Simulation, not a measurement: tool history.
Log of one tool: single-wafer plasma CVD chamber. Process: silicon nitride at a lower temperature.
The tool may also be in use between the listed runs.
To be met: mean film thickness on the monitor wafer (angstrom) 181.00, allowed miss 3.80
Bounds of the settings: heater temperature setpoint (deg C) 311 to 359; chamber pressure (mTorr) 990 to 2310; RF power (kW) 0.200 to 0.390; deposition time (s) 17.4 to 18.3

run  hour  heater temperature setpoint (deg C)  chamber pressure (mTorr)  RF power (kW)  deposition time (s)  mean film thickness on the monitor wafer (angstrom)
  1   0.0                                  335                      1650          0.295                 18.3                                               196.93
  2   6.8                                  335                      1560          0.290                 18.3                                               193.71
  3  13.8                                  330                      1560          0.290                 18.3                                               194.75
  4  20.7                                  330                      1560          0.310                 18.3                                               202.77
  5  24.8                                  330                      1460          0.305                 18.3                                               198.61
  6  28.1                                  339                      1460          0.305                 18.3                                               196.01
  7  36.0                                  339                      1380          0.300                 18.3                                               191.86
  8  38.0                                  339                      1110          0.290                 18.3                                               175.14
  9  38.8                                  339                      1110          0.290                 18.3                                               174.56
 10  42.9                                  339                      1140          0.290                 18.3                                               177.44

5 next moves are on the table. One of them brings every result within its allowed miss. Which?
  A  47.0                                  339                      1040          0.300                 18.2                                                    ?
  B  47.0                                  348                      1110          0.285                 18.3                                                    ?
  C  47.0                                  328                      1200          0.305                 18.3                                                    ?
  D  47.0                                  345                       990          0.305                 18.0                                                    ?
  E  47.0                                  329                       990          0.350                 17.4                                                    ?

move  mean film thickness on the monitor wafer (angstrom)
   A                                               173.95
   B                                               172.29
   C                                               185.66
   D                                               170.63
   E                                               180.45
A: further off than the last run
B: further off than the last run
C: takes the result that was furthest off past its target
D: further off than the last run
E: meets every target
The right move is E.
